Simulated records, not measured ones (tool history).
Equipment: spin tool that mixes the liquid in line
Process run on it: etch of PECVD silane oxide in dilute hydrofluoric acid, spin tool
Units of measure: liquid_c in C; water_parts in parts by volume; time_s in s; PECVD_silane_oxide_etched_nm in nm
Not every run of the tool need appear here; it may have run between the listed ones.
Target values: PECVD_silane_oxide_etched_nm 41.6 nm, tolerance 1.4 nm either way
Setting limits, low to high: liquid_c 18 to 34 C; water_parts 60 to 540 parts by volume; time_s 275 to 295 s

{"run": 1, "day": 0.0, "liquid_c": 26, "water_parts": 300, "time_s": 275, "PECVD_silane_oxide_etched_nm": 24.516}
{"run": 2, "day": 0.279, "liquid_c": 27.5, "water_parts": 300, "time_s": 275, "PECVD_silane_oxide_etched_nm": 25.934}
{"run": 3, "day": 0.533, "liquid_c": 25.5, "water_parts": 300, "time_s": 275, "PECVD_silane_oxide_etched_nm": 24.41}
{"run": 4, "day": 0.804, "liquid_c": 25.5, "water_parts": 380, "time_s": 275, "PECVD_silane_oxide_etched_nm": 17.69}
{"run": 5, "day": 1.162, "liquid_c": 25.5, "water_parts": 275, "time_s": 275, "PECVD_silane_oxide_etched_nm": 27.329}
{"run": 6, "day": 1.508, "liquid_c": 26, "water_parts": 270, "time_s": 275, "PECVD_silane_oxide_etched_nm": 28.26}
{"day": 1.783, "done": "thermometer replaced"}
{"run": 7, "day": 1.783, "liquid_c": 26.5, "water_parts": 265, "time_s": 275, "PECVD_silane_oxide_etched_nm": 27.66}
{"run": 8, "day": 1.929, "liquid_c": 27, "water_parts": 255, "time_s": 275, "PECVD_silane_oxide_etched_nm": 30.092}
{"run": 9, "day": 2.079, "liquid_c": 27.5, "water_parts": 250, "time_s": 275, "PECVD_silane_oxide_etched_nm": 30.39}
{"run": 10, "day": 2.196, "liquid_c": 27.5, "water_parts": 250, "time_s": 275, "PECVD_silane_oxide_etched_nm": 30.137}
{"run": 11, "day": 2.304, "liquid_c": 27.5, "water_parts": 240, "time_s": 275, "PECVD_silane_oxide_etched_nm": 32.34}
{"run": 12, "day": 2.546, "liquid_c": 28, "water_parts": 235, "time_s": 275, "PECVD_silane_oxide_etched_nm": 33.42}

Next run, 4 choices. One meets every target within its allowed miss, the rest don't. Which?
{"run": "A", "day": 2.788, "liquid_c": 25, "water_parts": 185, "time_s": 280, "PECVD_silane_oxide_etched_nm": "?"}
{"run": "B", "day": 2.788, "liquid_c": 26.5, "water_parts": 190, "time_s": 295, "PECVD_silane_oxide_etched_nm": "?"}
{"run": "C", "day": 2.788, "liquid_c": 27.5, "water_parts": 335, "time_s": 295, "PECVD_silane_oxide_etched_nm": "?"}
{"run": "D", "day": 2.788, "liquid_c": 29, "water_parts": 325, "time_s": 275, "PECVD_silane_oxide_etched_nm": "?"}

move=A PECVD_silane_oxide_etched_nm=41.852
move=B PECVD_silane_oxide_etched_nm=45.098
move=C PECVD_silane_oxide_etched_nm=22.645
move=D PECVD_silane_oxide_etched_nm=23.076
A: meets every target
B: takes the biggest miss from the last run beyond its target
C: further off than the last run
D: further off than the last run
Move A is the one to make.
